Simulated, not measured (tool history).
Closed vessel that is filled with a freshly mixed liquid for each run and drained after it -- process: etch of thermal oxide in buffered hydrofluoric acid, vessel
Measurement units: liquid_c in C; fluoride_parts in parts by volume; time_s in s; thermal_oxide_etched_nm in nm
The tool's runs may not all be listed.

run,hour,liquid_c,fluoride_parts,time_s,thermal_oxide_etched_nm
1,0.0,22.0,8.0,85,106.29
2,8.2,24.0,8.0,85,119.28
3,11.6,24.0,8.0,90,126.42
4,13.2,24.0,7.5,90,135.39
5,22.5,22.5,7.5,90,123.51
6,29.9,22.5,5.5,90,166.67
7,34.4,21.0,6.0,90,141.85
8,43.0,20.0,6.5,90,123.93
9,45.9,19.5,6.5,90,121.45

For run 10, what comes out?
10,51.0,19.0,7.0,90,?

Run 10 measured thermal_oxide_etched_nm 110.68 nm.
